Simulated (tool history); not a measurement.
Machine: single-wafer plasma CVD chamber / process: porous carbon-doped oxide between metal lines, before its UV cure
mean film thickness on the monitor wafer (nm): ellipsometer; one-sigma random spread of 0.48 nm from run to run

run,hour,heater temperature setpoint (°C),RF power (kW),deposition time (s),mean film thickness on the monitor wafer (nm)
1,0,290,0.57,40,248.09
2,8.4,294,0.565,40,241.63
3,10.1,297,0.56,40,234.61
4,19,288,0.56,40,250.55
5,25,288,0.56,41.2,258.38
6,28,288,0.56,40,250.28
7,35.1,292,0.555,40,242.98
8,41.9,295,0.55,40,236.45
9,49.5,297,0.545,40,231.96
10,50.7,299,0.545,40,228.66
11,57.8,300,0.545,40,227.52

The next listed run, before its measurement:
12,65.9,301,0.545,40,?

For run 12 the tool returned mean film thickness on the monitor wafer (nm) 226.71.

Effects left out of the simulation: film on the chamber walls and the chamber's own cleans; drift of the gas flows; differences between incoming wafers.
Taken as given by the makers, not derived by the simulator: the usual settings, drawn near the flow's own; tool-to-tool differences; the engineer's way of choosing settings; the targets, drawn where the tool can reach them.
